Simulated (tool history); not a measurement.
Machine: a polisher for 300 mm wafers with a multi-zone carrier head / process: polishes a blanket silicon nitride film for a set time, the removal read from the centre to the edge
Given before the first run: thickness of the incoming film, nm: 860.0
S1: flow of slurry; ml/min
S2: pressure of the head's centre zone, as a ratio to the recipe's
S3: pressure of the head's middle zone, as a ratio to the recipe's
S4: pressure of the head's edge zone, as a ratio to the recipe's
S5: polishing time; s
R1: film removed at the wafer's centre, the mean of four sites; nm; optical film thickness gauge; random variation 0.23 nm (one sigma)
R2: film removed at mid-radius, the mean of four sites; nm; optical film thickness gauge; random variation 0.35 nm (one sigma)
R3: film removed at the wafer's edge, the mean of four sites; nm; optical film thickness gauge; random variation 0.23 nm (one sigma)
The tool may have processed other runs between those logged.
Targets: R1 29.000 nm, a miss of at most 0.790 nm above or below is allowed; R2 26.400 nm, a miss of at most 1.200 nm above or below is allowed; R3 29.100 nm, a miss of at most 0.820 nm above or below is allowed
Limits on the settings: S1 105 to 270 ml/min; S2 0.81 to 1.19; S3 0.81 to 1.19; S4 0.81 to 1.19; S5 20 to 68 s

Run 1, hour 0.0: S1 175 ml/min, S2 1.00, S3 1.00, S4 1.00, S5 44 s. Result: R1 53.019 nm, R2 53.834 nm, R3 55.284 nm.
Run 2, hour 2.6: S1 175 ml/min, S2 1.00, S3 1.00, S4 1.00, S5 48 s. Result: R1 57.203 nm, R2 57.593 nm, R3 59.846 nm.
Run 3, hour 3.6: S1 130 ml/min, S2 1.00, S3 1.00, S4 1.00, S5 48 s. Result: R1 56.069 nm, R2 55.773 nm, R3 58.521 nm.
Run 4, hour 5.7: S1 105 ml/min, S2 1.00, S3 1.00, S4 1.00, S5 48 s. Result: R1 53.256 nm, R2 54.091 nm, R3 57.074 nm.
Run 5, hour 8.1: S1 105 ml/min, S2 1.00, S3 1.00, S4 1.00, S5 48 s. Result: R1 53.150 nm, R2 54.544 nm, R3 56.027 nm.
Run 6, hour 10.3: S1 105 ml/min, S2 1.00, S3 1.00, S4 0.92, S5 48 s. Result: R1 53.311 nm, R2 53.605 nm, R3 54.929 nm.
Run 7, hour 11.6: S1 110 ml/min, S2 1.00, S3 0.98, S4 0.91, S5 42 s. Result: R1 46.919 nm, R2 45.510 nm, R3 48.341 nm.
Run 8, hour 12.2: S1 110 ml/min, S2 1.00, S3 0.98, S4 0.89, S5 37 s. Result: R1 41.443 nm, R2 41.901 nm, R3 42.057 nm.
At hour 13.0: edge zone pressure recalibrated.
Run 9, hour 13.0: S1 110 ml/min, S2 1.00, S3 0.95, S4 0.88, S5 33 s. Result: R1 37.132 nm, R2 35.945 nm, R3 36.356 nm.
Run 10, hour 18.2: S1 110 ml/min, S2 0.98, S3 0.92, S4 0.88, S5 32 s. Result: R1 35.244 nm, R2 34.523 nm, R3 34.791 nm.
Run 11, hour 22.1: S1 110 ml/min, S2 0.98, S3 0.90, S4 0.93, S5 30 s. Result: R1 33.176 nm, R2 31.856 nm, R3 33.691 nm.
Run 12, hour 28.8: S1 110 ml/min, S2 0.98, S3 0.88, S4 0.93, S5 29 s. Result: R1 32.267 nm, R2 28.934 nm, R3 32.357 nm.
Run 13, hour 29.6: S1 110 ml/min, S2 0.97, S3 0.87, S4 0.91, S5 29 s. Result: R1 31.909 nm, R2 30.104 nm, R3 32.620 nm.
Run 14, hour 38.3: S1 115 ml/min, S2 0.99, S3 0.86, S4 0.92, S5 23 s. Result: R1 25.574 nm, R2 23.602 nm, R3 25.688 nm.
Run 15, hour 38.8: S1 110 ml/min, S2 1.02, S3 0.88, S4 0.97, S5 27 s. Result: R1 30.865 nm, R2 27.821 nm, R3 30.437 nm.
Run 16, hour 41.2: S1 110 ml/min, S2 1.01, S3 0.87, S4 0.96, S5 27 s. Result: R1 30.493 nm, R2 27.367 nm, R3 30.837 nm.
Run 17, hour 49.1: S1 110 ml/min, S2 1.01, S3 0.87, S4 0.96, S5 27 s. Result: R1 30.753 nm, R2 27.659 nm, R3 30.792 nm.
Run 18, hour 57.2: S1 110 ml/min, S2 1.00, S3 0.86, S4 0.95, S5 27 s. Result: R1 30.169 nm, R2 26.834 nm, R3 30.701 nm.
Run 19, hour 64.3: S1 110 ml/min, S2 1.00, S3 0.86, S4 0.94, S5 27 s. Result: R1 30.267 nm, R2 27.148 nm, R3 30.173 nm.
Run 20, hour 73.1: S1 110 ml/min, S2 0.99, S3 0.86, S4 0.93, S5 27 s. Result: R1 29.889 nm, R2 27.160 nm, R3 29.996 nm.
Run 21, hour 74.6: S1 110 ml/min, S2 0.99, S3 0.86, S4 0.92, S5 27 s. Result: R1 30.219 nm, R2 27.765 nm, R3 29.911 nm.
Run 22, hour 81.3: S1 110 ml/min, S2 0.99, S3 0.85, S4 0.92, S5 27 s. Result: R1 30.444 nm, R2 27.360 nm, R3 29.993 nm.

4 next moves are on the table. One of them brings every result within its allowed miss. Which?
Run A, hour 88.0: S1 130 ml/min, S2 0.91, S3 0.81, S4 1.05, S5 26 s. Result: R1 ?, R2 ?, R3 ?.
Run B, hour 88.0: S1 120 ml/min, S2 1.05, S3 0.81, S4 0.93, S5 28 s. Result: R1 ?, R2 ?, R3 ?.
Run C, hour 88.0: S1 115 ml/min, S2 1.02, S3 0.89, S4 1.01, S5 25 s. Result: R1 ?, R2 ?, R3 ?.
Run D, hour 88.0: S1 125 ml/min, S2 0.98, S3 0.92, S4 0.89, S5 27 s. Result: R1 ?, R2 ?, R3 ?.

move      R1      R2      R3
   A  27.266  25.896  30.443
   B  33.496  27.565  31.041
   C  28.864  26.263  28.452
   D  30.347  29.443  29.534
A: pushes the last run's worst result past its target
B: the biggest miss grows against the last run
C: every result within its allowed miss
D: the biggest miss grows against the last run
Move C is the one to make.

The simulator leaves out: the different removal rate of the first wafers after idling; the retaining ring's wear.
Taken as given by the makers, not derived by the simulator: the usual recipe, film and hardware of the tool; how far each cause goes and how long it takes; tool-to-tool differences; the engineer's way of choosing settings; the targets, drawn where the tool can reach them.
